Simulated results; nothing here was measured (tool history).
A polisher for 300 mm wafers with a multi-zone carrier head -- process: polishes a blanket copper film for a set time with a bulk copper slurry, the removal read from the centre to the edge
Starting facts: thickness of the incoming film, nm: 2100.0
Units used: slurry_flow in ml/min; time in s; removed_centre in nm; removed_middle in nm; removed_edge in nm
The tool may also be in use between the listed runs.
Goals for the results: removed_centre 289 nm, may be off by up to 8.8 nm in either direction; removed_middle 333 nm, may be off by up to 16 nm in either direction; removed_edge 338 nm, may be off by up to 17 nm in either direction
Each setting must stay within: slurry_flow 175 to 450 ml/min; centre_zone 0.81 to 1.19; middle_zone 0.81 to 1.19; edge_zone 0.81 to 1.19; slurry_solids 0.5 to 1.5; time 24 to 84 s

Run 1, hour 0: slurry_flow 290 ml/min, centre_zone 1, middle_zone 1, edge_zone 1, slurry_solids 1, time 54 s. Result: removed_centre 622.11 nm, removed_middle 616.24 nm, removed_edge 643.34 nm.
Run 2, hour 7.7: slurry_flow 285 ml/min, centre_zone 0.97, middle_zone 1, edge_zone 0.98, slurry_solids 0.9, time 50 s. Result: removed_centre 547.8 nm, removed_middle 568.42 nm, removed_edge 600.17 nm.
Run 3, hour 13.8: slurry_flow 270 ml/min, centre_zone 0.96, middle_zone 1, edge_zone 0.95, slurry_solids 0.85, time 46 s. Result: removed_centre 492.18 nm, removed_middle 511.57 nm, removed_edge 526.46 nm.
Run 4, hour 14.9: slurry_flow 270 ml/min, centre_zone 0.96, middle_zone 1, edge_zone 0.95, slurry_solids 0.85, time 40 s. Result: removed_centre 422.96 nm, removed_middle 443.21 nm, removed_edge 452.31 nm.
Run 5, hour 17.7: slurry_flow 265 ml/min, centre_zone 0.94, middle_zone 1, edge_zone 0.94, slurry_solids 0.8, time 38 s. Result: removed_centre 387.77 nm, removed_middle 408.19 nm, removed_edge 425.18 nm.
Run 6, hour 19.2: slurry_flow 265 ml/min, centre_zone 0.94, middle_zone 1.08, edge_zone 0.94, slurry_solids 0.8, time 38 s. Result: removed_centre 391.99 nm, removed_middle 433.39 nm, removed_edge 422.51 nm.
Run 7, hour 25.3: slurry_flow 260 ml/min, centre_zone 0.93, middle_zone 1.07, edge_zone 0.93, slurry_solids 0.75, time 37 s. Result: removed_centre 366.85 nm, removed_middle 417.67 nm, removed_edge 395.83 nm.
Run 8, hour 34: slurry_flow 255 ml/min, centre_zone 0.92, middle_zone 1.05, edge_zone 0.92, slurry_solids 0.7, time 37 s. Result: removed_centre 358.32 nm, removed_middle 391.1 nm, removed_edge 386.99 nm.
Run 9, hour 36.5: slurry_flow 255 ml/min, centre_zone 0.92, middle_zone 1.05, edge_zone 0.92, slurry_solids 0.7, time 37 s. Result: removed_centre 355.66 nm, removed_middle 403.81 nm, removed_edge 399.21 nm.
Run 10, hour 43.5: slurry_flow 255 ml/min, centre_zone 0.92, middle_zone 1.05, edge_zone 0.92, slurry_solids 0.7, time 37 s. Result: removed_centre 356.1 nm, removed_middle 403.8 nm, removed_edge 398 nm.
Run 11, hour 49: slurry_flow 250 ml/min, centre_zone 0.84, middle_zone 0.97, edge_zone 0.85, slurry_solids 0.5, time 31 s. Result: removed_centre 246.87 nm, removed_middle 276.69 nm, removed_edge 286.45 nm.
Run 12, hour 54.7: slurry_flow 285 ml/min, centre_zone 0.92, middle_zone 1.07, edge_zone 0.95, slurry_solids 0.55, time 29 s. Result: removed_centre 265.56 nm, removed_middle 299.82 nm, removed_edge 291.59 nm.
Run 13, hour 57.4: slurry_flow 275 ml/min, centre_zone 0.92, middle_zone 1.07, edge_zone 0.96, slurry_solids 0.55, time 29 s. Result: removed_centre 261.44 nm, removed_middle 289.89 nm, removed_edge 291.73 nm.
Run 14, hour 60.2: slurry_flow 270 ml/min, centre_zone 0.92, middle_zone 1.07, edge_zone 0.96, slurry_solids 0.6, time 29 s. Result: removed_centre 265.47 nm, removed_middle 306.06 nm, removed_edge 303.62 nm.
Run 15, hour 63.9: slurry_flow 260 ml/min, centre_zone 0.92, middle_zone 1.07, edge_zone 0.96, slurry_solids 0.6, time 29 s. Result: removed_centre 270.75 nm, removed_middle 303.18 nm, removed_edge 293.99 nm.
Run 16, hour 66.4: slurry_flow 280 ml/min, centre_zone 0.92, middle_zone 1.07, edge_zone 0.95, slurry_solids 0.6, time 29 s. Result: removed_centre 271.56 nm, removed_middle 307.73 nm, removed_edge 307.5 nm.
Run 17, hour 71.6: slurry_flow 280 ml/min, centre_zone 0.92, middle_zone 1.07, edge_zone 0.95, slurry_solids 0.6, time 29 s. Result: removed_centre 265.49 nm, removed_middle 312.58 nm, removed_edge 295.13 nm.
Run 18, hour 77: slurry_flow 280 ml/min, centre_zone 0.92, middle_zone 1.07, edge_zone 0.95, slurry_solids 0.6, time 29 s. Result: removed_centre 269.19 nm, removed_middle 305.29 nm, removed_edge 294.74 nm.
Run 19, hour 83.1: slurry_flow 270 ml/min, centre_zone 0.92, middle_zone 1.07, edge_zone 0.95, slurry_solids 0.6, time 29 s. Result: removed_centre 263.99 nm, removed_middle 305.99 nm, removed_edge 305.67 nm.
At hour 87.5: edge zone pressure recalibrated.
Run 20, hour 87.5: slurry_flow 260 ml/min, centre_zone 0.93, middle_zone 1.08, edge_zone 0.95, slurry_solids 0.6, time 29 s. Result: removed_centre 271.52 nm, removed_middle 310.03 nm, removed_edge 288.14 nm.
Run 21, hour 93: slurry_flow 275 ml/min, centre_zone 0.93, middle_zone 1.08, edge_zone 0.95, slurry_solids 0.6, time 29 s. Result: removed_centre 270.42 nm, removed_middle 301.92 nm, removed_edge 292.61 nm.
Run 22, hour 98.1: slurry_flow 275 ml/min, centre_zone 0.93, middle_zone 1.07, edge_zone 0.95, slurry_solids 0.6, time 29 s. Result: removed_centre 267.68 nm, removed_middle 311.03 nm, removed_edge 288.23 nm.

Consider the 5 candidate settings below. Which is the only one whose results all fall within their allowed miss of target?
Run A, hour 103.2: slurry_flow 295 ml/min, centre_zone 1.01, middle_zone 1.07, edge_zone 0.86, slurry_solids 0.6, time 27 s. Result: removed_centre ?, removed_middle ?, removed_edge ?.
Run B, hour 103.2: slurry_flow 275 ml/min, centre_zone 1.1, middle_zone 1.16, edge_zone 0.81, slurry_solids 0.65, time 25 s. Result: removed_centre ?, removed_middle ?, removed_edge ?.
Run C, hour 103.2: slurry_flow 305 ml/min, centre_zone 0.92, middle_zone 1.09, edge_zone 0.97, slurry_solids 0.7, time 25 s. Result: removed_centre ?, removed_middle ?, removed_edge ?.
Run D, hour 103.2: slurry_flow 235 ml/min, centre_zone 0.87, middle_zone 1.03, edge_zone 1.01, slurry_solids 0.6, time 33 s. Result: removed_centre ?, removed_middle ?, removed_edge ?.
Run E, hour 103.2: slurry_flow 180 ml/min, centre_zone 0.95, middle_zone 0.85, edge_zone 1.17, slurry_solids 0.5, time 34 s. Result: removed_centre ?, removed_middle ?, removed_edge ?.

move  removed_centre  removed_middle  removed_edge
   A          280.95          285.23        259.33
   B          285.24          287.16        237.49
   C          250.75          281.24        265.72
   D          290.99           328.3        334.69
   E           292.1          261.03         341.4
A: moves away from the targets compared with the last run
B: moves away from the targets compared with the last run
C: moves away from the targets compared with the last run
D: meets every target
E: corrects the largest miss of the last run, while another result sits out of spec
So the answer is move D, the one that meets all the targets.
